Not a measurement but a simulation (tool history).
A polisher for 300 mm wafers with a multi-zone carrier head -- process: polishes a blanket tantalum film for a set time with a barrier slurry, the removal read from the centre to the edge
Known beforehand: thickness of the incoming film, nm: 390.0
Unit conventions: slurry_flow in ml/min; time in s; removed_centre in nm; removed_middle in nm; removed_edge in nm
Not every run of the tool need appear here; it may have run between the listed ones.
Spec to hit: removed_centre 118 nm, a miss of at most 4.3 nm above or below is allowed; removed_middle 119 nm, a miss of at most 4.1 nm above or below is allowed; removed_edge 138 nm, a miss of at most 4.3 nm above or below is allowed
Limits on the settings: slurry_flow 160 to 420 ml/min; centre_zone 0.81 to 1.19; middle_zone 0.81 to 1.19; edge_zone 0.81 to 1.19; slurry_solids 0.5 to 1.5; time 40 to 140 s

run 1 hour=0 | slurry_flow=270 centre_zone=1 middle_zone=1 edge_zone=1 slurry_solids=1 time=90 | removed_centre=103.87 removed_middle=107.46 removed_edge=106.9
run 2 hour=2.6 | slurry_flow=270 centre_zone=1 middle_zone=0.99 edge_zone=1.03 slurry_solids=1.05 time=90 | removed_centre=107.05 removed_middle=109.83 removed_edge=110.02
run 3 hour=9.6 | slurry_flow=270 centre_zone=0.98 middle_zone=0.97 edge_zone=1.05 slurry_solids=1.1 time=91 | removed_centre=109.03 removed_middle=109.6 removed_edge=114.56
run 4 hour=13.5 | slurry_flow=270 centre_zone=0.97 middle_zone=0.97 edge_zone=1.07 slurry_solids=1.15 time=91 | removed_centre=108.56 removed_middle=112.19 removed_edge=114.59
run 5 hour=18.8 | slurry_flow=330 centre_zone=0.97 middle_zone=0.97 edge_zone=1.07 slurry_solids=1.15 time=91 | removed_centre=110.87 removed_middle=113.89 removed_edge=115.41
run 6 hour=27.2 | slurry_flow=330 centre_zone=0.97 middle_zone=0.97 edge_zone=1 slurry_solids=1.15 time=91 | removed_centre=112.45 removed_middle=114.11 removed_edge=113.7
run 7 hour=29 | slurry_flow=315 centre_zone=0.95 middle_zone=0.95 edge_zone=1.02 slurry_solids=1.2 time=92 | removed_centre=111.27 removed_middle=115.58 removed_edge=118.14
run 8 hour=35 | slurry_flow=310 centre_zone=0.94 middle_zone=0.93 edge_zone=1.03 slurry_solids=1.25 time=93 | removed_centre=110.76 removed_middle=112.74 removed_edge=121.37
run 9 hour=36.9 | slurry_flow=305 centre_zone=0.94 middle_zone=0.92 edge_zone=1.03 slurry_solids=1.3 time=94 | removed_centre=110.57 removed_middle=114.03 removed_edge=124.35
run 10 hour=43.9 | slurry_flow=305 centre_zone=0.94 middle_zone=0.92 edge_zone=1.04 slurry_solids=1.35 time=94 | removed_centre=112.74 removed_middle=115.28 removed_edge=123.85

Which single option among these 4 for the next run brings every result within its allowed miss of target? Just one does.
run A hour=50.9 | slurry_flow=210 centre_zone=0.81 middle_zone=0.94 edge_zone=1.02 slurry_solids=1.25 time=110 | removed_centre=? removed_middle=? removed_edge=?
run B hour=50.9 | slurry_flow=305 centre_zone=0.85 middle_zone=0.81 edge_zone=0.93 slurry_solids=1.5 time=105 | removed_centre=? removed_middle=? removed_edge=?
run C hour=50.9 | slurry_flow=295 centre_zone=0.95 middle_zone=1.02 edge_zone=1.11 slurry_solids=1.15 time=100 | removed_centre=? removed_middle=? removed_edge=?
run D hour=50.9 | slurry_flow=275 centre_zone=0.82 middle_zone=0.85 edge_zone=1.07 slurry_solids=1.4 time=103 | removed_centre=? removed_middle=? removed_edge=?

move=A removed_centre=107.79 removed_middle=131.49 removed_edge=135.62
move=B removed_centre=119.88 removed_middle=122.45 removed_edge=137.07
move=C removed_centre=119.33 removed_middle=131.74 removed_edge=128.63
move=D removed_centre=110.04 removed_middle=121.4 removed_edge=136.88
A: brings the result that was furthest off to its target, and leaves another outside
B: each result inside its tolerance
C: closes in on the targets versus the last run, not all within tolerance yet
D: brings the result that was furthest off to its target, and leaves another outside
Move B is the one to make.

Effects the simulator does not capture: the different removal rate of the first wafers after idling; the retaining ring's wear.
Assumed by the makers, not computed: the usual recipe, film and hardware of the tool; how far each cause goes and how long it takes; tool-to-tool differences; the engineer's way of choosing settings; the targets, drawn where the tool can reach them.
